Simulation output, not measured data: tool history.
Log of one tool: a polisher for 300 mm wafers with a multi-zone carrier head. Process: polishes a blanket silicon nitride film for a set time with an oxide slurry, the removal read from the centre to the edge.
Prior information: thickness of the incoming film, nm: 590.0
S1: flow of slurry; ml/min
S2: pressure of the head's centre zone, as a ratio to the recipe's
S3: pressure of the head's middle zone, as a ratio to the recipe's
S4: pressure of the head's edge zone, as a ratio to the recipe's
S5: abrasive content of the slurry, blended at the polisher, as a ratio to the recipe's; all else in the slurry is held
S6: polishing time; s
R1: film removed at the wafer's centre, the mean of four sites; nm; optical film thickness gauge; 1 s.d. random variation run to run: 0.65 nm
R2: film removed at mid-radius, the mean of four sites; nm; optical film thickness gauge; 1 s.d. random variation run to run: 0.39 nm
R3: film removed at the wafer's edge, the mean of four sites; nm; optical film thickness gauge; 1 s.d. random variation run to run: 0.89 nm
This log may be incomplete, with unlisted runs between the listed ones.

run 1 hour=0 | S1=150 S2=1 S3=1 S4=1 S5=1 S6=60 | R1=42.579 R2=41.698 R3=41.398
run 2 hour=7.8 | S1=150 S2=1 S3=1 S4=1 S5=1 S6=46 | R1=31.674 R2=31.859 R3=31.732
run 3 hour=13.5 | S1=150 S2=1 S3=1 S4=1.03 S5=1 S6=46 | R1=32.308 R2=31.86 R3=32.509
run 4 hour=22.2 | S1=155 S2=0.99 S3=1.01 S4=1.07 S5=1.15 S6=50 | R1=38.072 R2=38.199 R3=40.299
run 5 hour=27.3 | S1=165 S2=1.01 S3=1.03 S4=1.1 S5=1.25 S6=51 | R1=41.8 R2=42.316 R3=44.43
run 6 hour=30.7 | S1=165 S2=1.05 S3=1.03 S4=1.1 S5=1.25 S6=51 | R1=43.951 R2=42.685 R3=42.905
run 7 hour=32.7 | S1=175 S2=1.04 S3=1.03 S4=1.12 S5=1.3 S6=53 | R1=46.764 R2=44.686 R3=47.802

Expected results for the next run?
run 8 hour=38.4 | S1=185 S2=1.04 S3=1.05 S4=1.14 S5=1.35 S6=54 | R1=? R2=? R3=?

For run 8 the tool returned R1 48.954 nm, R2 48.18 nm, R3 48.554 nm.
